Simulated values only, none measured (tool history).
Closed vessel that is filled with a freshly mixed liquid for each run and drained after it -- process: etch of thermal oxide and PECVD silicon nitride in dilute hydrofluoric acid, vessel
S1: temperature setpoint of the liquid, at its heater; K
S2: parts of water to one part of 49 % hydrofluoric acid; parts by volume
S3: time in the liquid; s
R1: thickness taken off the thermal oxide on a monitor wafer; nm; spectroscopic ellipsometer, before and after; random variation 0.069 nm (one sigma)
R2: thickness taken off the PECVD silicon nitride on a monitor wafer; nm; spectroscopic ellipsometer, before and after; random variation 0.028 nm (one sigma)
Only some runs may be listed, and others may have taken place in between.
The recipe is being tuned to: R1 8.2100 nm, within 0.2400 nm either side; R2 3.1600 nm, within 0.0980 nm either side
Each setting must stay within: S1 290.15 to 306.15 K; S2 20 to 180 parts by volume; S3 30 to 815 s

run  hour      S1   S2   S3       R1       R2
  1   0.0  298.15  100  415  20.2560   8.9000
  2   3.6  298.15   75  415  27.6020  11.8240
  3   9.5  297.15   85  415  23.4120   9.8572
  4  11.6  297.15   85  520  29.2260  12.1790
  5  16.1  297.15   85  675  38.1850  15.9520
  6  25.4  296.15   95  665  31.5180  13.0350
  7  29.0  295.15  105  660  26.6600  10.9450
  8  34.0  294.65  115  650  23.0240   9.6406
  9  38.8  294.15  120  630  21.1020   8.6465
 10  47.1  293.65  125  615  19.6360   7.9513
 11  49.3  293.15  130  595  17.6010   7.1053
 12  54.9  292.65  135  580  16.2030   6.4805
 13  63.9  290.15  175  490   9.1213   3.5277
 14  69.2  290.15  175  485   9.0062   3.5002
 15  72.0  290.15  175  480   8.8991   3.5445
 16  76.1  290.15  175  475   8.7929   3.4584

Exercise: of the 5 proposed moves below, exactly one satisfies all targets within the stated allowed misses. Which move is it?
  A  80.2  290.15  175  415   ?   ?
  B  80.2  291.15  135  315   ?   ?
  C  80.2  290.15  180  420   ?   ?
  D  80.2  292.15  155  335   ?   ?
  E  80.2  291.65  180  405   ?   ?

move      R1      R2
   A  7.7624  2.9730
   B  8.2714  3.1030
   C  7.6020  2.9285
   D  7.8185  3.0890
   E  7.7838  3.1245
A: the result that was furthest off in the last run now lies on the other side of its target
B: meets every target
C: the result that was furthest off in the last run now lies on the other side of its target
D: brings the result that was furthest off to its target, and leaves another outside
E: brings the result that was furthest off to its target, and leaves another outside
The move that meets every target is B.

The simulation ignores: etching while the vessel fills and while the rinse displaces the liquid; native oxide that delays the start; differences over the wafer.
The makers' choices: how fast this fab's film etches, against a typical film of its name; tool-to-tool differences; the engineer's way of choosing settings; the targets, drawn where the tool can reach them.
